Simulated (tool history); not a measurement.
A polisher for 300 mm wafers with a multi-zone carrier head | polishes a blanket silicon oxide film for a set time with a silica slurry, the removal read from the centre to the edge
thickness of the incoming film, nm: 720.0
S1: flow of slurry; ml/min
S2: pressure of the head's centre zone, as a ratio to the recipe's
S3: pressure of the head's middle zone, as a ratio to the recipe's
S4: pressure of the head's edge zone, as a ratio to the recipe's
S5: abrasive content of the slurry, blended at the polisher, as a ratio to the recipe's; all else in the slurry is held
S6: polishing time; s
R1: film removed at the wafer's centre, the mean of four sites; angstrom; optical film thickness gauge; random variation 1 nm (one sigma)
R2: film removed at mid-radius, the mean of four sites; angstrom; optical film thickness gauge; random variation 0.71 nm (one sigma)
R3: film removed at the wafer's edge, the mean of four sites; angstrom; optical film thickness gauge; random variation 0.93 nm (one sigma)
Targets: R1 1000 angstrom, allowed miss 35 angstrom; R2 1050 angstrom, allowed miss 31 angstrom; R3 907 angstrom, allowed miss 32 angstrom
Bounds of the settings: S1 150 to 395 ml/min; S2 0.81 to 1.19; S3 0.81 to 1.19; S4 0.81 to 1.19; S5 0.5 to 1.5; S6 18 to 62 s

{"run": 1, "hour": 0.0, "S1": 250, "S2": 1, "S3": 1, "S4": 1, "S5": 1, "S6": 40, "R1": 1161.2, "R2": 1132.6, "R3": 1137.6}
{"run": 2, "hour": 3.0, "S1": 250, "S2": 1, "S3": 1.01, "S4": 0.97, "S5": 0.95, "S6": 40, "R1": 1140.8, "R2": 1118.1, "R3": 1068.6}
{"run": 3, "hour": 11.6, "S1": 245, "S2": 0.98, "S3": 1.01, "S4": 0.95, "S5": 0.95, "S6": 40, "R1": 1091.9, "R2": 1117.8, "R3": 1070}
{"run": 4, "hour": 17.9, "S1": 185, "S2": 0.98, "S3": 1.01, "S4": 0.95, "S5": 0.95, "S6": 40, "R1": 1074, "R2": 1066.2, "R3": 1051.9}
{"run": 5, "hour": 26.3, "S1": 185, "S2": 0.98, "S3": 1.01, "S4": 0.95, "S5": 0.8, "S6": 40, "R1": 974.57, "R2": 998.25, "R3": 986.5}
{"run": 6, "hour": 33.6, "S1": 195, "S2": 0.99, "S3": 1.02, "S4": 0.93, "S5": 0.8, "S6": 40, "R1": 1008.1, "R2": 1015.6, "R3": 955.58}
{"run": 7, "hour": 39.5, "S1": 200, "S2": 0.99, "S3": 1.03, "S4": 0.92, "S5": 0.8, "S6": 40, "R1": 1019.1, "R2": 1013.5, "R3": 957.14}
{"run": 8, "hour": 47.6, "S1": 205, "S2": 0.98, "S3": 1.04, "S4": 0.91, "S5": 0.8, "S6": 40, "R1": 1008.9, "R2": 1040.9, "R3": 940.63}
{"run": 9, "hour": 53.5, "S1": 205, "S2": 0.98, "S3": 1.04, "S4": 0.9, "S5": 0.8, "S6": 40, "R1": 985.84, "R2": 1042.1, "R3": 949.99}
{"run": 10, "hour": 56.7, "S1": 205, "S2": 0.99, "S3": 1.04, "S4": 0.89, "S5": 0.8, "S6": 40, "R1": 1016.4, "R2": 1031.5, "R3": 937.37}
{"run": 11, "hour": 63.4, "S1": 205, "S2": 0.99, "S3": 1.04, "S4": 0.88, "S5": 0.8, "S6": 40, "R1": 984.4, "R2": 1037, "R3": 930.91}

5 next moves are on the table. One of them brings every result within its allowed miss. Which?
{"run": "A", "hour": 70.1, "S1": 175, "S2": 1.01, "S3": 1, "S4": 0.87, "S5": 0.85, "S6": 39, "R1": "?", "R2": "?", "R3": "?"}
{"run": "B", "hour": 70.1, "S1": 235, "S2": 0.88, "S3": 1.03, "S4": 0.81, "S5": 0.75, "S6": 41, "R1": "?", "R2": "?", "R3": "?"}
{"run": "C", "hour": 70.1, "S1": 155, "S2": 1.03, "S3": 1.09, "S4": 0.86, "S5": 0.95, "S6": 37, "R1": "?", "R2": "?", "R3": "?"}
{"run": "D", "hour": 70.1, "S1": 330, "S2": 0.86, "S3": 1, "S4": 0.83, "S5": 0.6, "S6": 49, "R1": "?", "R2": "?", "R3": "?"}
{"run": "E", "hour": 70.1, "S1": 245, "S2": 0.93, "S3": 1.06, "S4": 0.93, "S5": 0.7, "S6": 43, "R1": "?", "R2": "?", "R3": "?"}

move=A R1=996.05 R2=981.69 R3=940.41
move=B R1=929.26 R2=1028.2 R3=921.67
move=C R1=993.16 R2=1040.1 R3=924.12
move=D R1=1001 R2=1093.6 R3=1008.5
move=E R1=979.89 R2=1069.3 R3=994.33
A: further off than the last run
B: brings the result that was furthest off to its target, and leaves another outside
C: meets every target
D: further off than the last run
E: further off than the last run
The right move is C.
